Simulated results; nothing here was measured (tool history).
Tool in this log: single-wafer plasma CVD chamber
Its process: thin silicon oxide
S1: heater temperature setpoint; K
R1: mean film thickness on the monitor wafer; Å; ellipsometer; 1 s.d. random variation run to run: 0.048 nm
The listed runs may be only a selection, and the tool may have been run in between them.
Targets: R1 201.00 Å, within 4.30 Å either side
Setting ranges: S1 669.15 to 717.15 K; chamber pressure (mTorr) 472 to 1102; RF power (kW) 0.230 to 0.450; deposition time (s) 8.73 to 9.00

Run 1, hour 0.0: S1 693.15 K, chamber pressure (mTorr) 787, RF power (kW) 0.340, deposition time (s) 8.73. Result: R1 161.11 Å.
Run 2, hour 4.3: S1 693.15 K, chamber pressure (mTorr) 787, RF power (kW) 0.295, deposition time (s) 8.73. Result: R1 155.13 Å.
Run 3, hour 7.6: S1 693.15 K, chamber pressure (mTorr) 824, RF power (kW) 0.295, deposition time (s) 8.73. Result: R1 160.53 Å.
Run 4, hour 15.8: S1 693.15 K, chamber pressure (mTorr) 859, RF power (kW) 0.295, deposition time (s) 8.73. Result: R1 164.92 Å.
Run 5, hour 22.3: S1 693.15 K, chamber pressure (mTorr) 895, RF power (kW) 0.295, deposition time (s) 8.73. Result: R1 170.15 Å.
At hour 26.2: capacitance manometer re-zeroed and calibrated.
Run 6, hour 26.2: S1 693.15 K, chamber pressure (mTorr) 926, RF power (kW) 0.295, deposition time (s) 8.73. Result: R1 178.92 Å.
Run 7, hour 27.6: S1 693.15 K, chamber pressure (mTorr) 944, RF power (kW) 0.295, deposition time (s) 8.73. Result: R1 180.62 Å.
Run 8, hour 33.4: S1 693.15 K, chamber pressure (mTorr) 962, RF power (kW) 0.295, deposition time (s) 8.73. Result: R1 182.84 Å.
Run 9, hour 41.2: S1 693.15 K, chamber pressure (mTorr) 979, RF power (kW) 0.295, deposition time (s) 8.73. Result: R1 185.31 Å.
Run 10, hour 46.8: S1 693.15 K, chamber pressure (mTorr) 994, RF power (kW) 0.295, deposition time (s) 8.73. Result: R1 185.98 Å.
Run 11, hour 52.8: S1 693.15 K, chamber pressure (mTorr) 1009, RF power (kW) 0.295, deposition time (s) 8.73. Result: R1 188.62 Å.
Run 12, hour 59.5: S1 693.15 K, chamber pressure (mTorr) 1021, RF power (kW) 0.295, deposition time (s) 8.73. Result: R1 189.91 Å.
Run 13, hour 61.9: S1 693.15 K, chamber pressure (mTorr) 1032, RF power (kW) 0.295, deposition time (s) 8.73. Result: R1 191.69 Å.
Run 14, hour 64.5: S1 693.15 K, chamber pressure (mTorr) 1042, RF power (kW) 0.295, deposition time (s) 8.73. Result: R1 193.40 Å.
Run 15, hour 72.6: S1 693.15 K, chamber pressure (mTorr) 1050, RF power (kW) 0.295, deposition time (s) 8.73. Result: R1 192.97 Å.
Run 16, hour 81.0: S1 693.15 K, chamber pressure (mTorr) 1059, RF power (kW) 0.295, deposition time (s) 8.73. Result: R1 194.55 Å.
Run 17, hour 88.7: S1 693.15 K, chamber pressure (mTorr) 1059, RF power (kW) 0.295, deposition time (s) 8.73. Result: R1 194.55 Å.
Run 18, hour 91.8: S1 693.15 K, chamber pressure (mTorr) 1066, RF power (kW) 0.295, deposition time (s) 8.73. Result: R1 196.02 Å.
Run 19, hour 96.7: S1 693.15 K, chamber pressure (mTorr) 1071, RF power (kW) 0.295, deposition time (s) 8.73. Result: R1 195.40 Å.

Pick the move, out of 4, that brings all results within their allowed miss; only one does.
Run A, hour 101.6: S1 684.15 K, chamber pressure (mTorr) 967, RF power (kW) 0.330, deposition time (s) 8.73. Result: R1 ?.
Run B, hour 101.6: S1 690.15 K, chamber pressure (mTorr) 1035, RF power (kW) 0.305, deposition time (s) 8.73. Result: R1 ?.
Run C, hour 101.6: S1 690.15 K, chamber pressure (mTorr) 973, RF power (kW) 0.290, deposition time (s) 9.00. Result: R1 ?.
Run D, hour 101.6: S1 689.15 K, chamber pressure (mTorr) 1056, RF power (kW) 0.340, deposition time (s) 8.73. Result: R1 ?.

move      R1
   A  189.97
   B  193.42
   C  188.57
   D  202.20
A: its largest miss is bigger than the last run's
B: its largest miss is bigger than the last run's
C: its largest miss is bigger than the last run's
D: in spec on every target
Go with D: it meets all targets.

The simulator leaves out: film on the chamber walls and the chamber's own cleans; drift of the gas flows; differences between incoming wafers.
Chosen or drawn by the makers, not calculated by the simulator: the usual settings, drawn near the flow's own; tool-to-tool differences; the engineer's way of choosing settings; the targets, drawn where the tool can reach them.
